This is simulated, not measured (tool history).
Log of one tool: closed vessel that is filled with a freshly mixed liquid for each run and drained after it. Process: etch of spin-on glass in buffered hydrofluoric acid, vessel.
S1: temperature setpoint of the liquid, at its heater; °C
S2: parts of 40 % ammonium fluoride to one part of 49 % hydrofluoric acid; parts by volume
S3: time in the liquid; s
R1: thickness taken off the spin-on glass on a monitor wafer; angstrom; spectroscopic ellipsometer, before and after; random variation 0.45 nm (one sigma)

run	hour	S1	S2	S3	R1
1	0	24	17.5	30	736.66
2	7.6	23.5	17.5	30	709.37
3	11.3	23	17.5	30	701.68
4	12.2	19.5	17.5	30	565.78
5	14.8	19.5	22.5	30	472.3
6	21.1	21	22.5	30	510.04
# hour 26.3: hydrofluoric acid flow meter replaced
7	26.3	22	22.5	30	568.69
8	31.8	22.5	22.5	30	578.38
9	38.9	23	22.5	30	599.47

Forecast run 10:
10	42.8	23.5	22.5	30	?

Run 10 gave R1 612.59 angstrom.
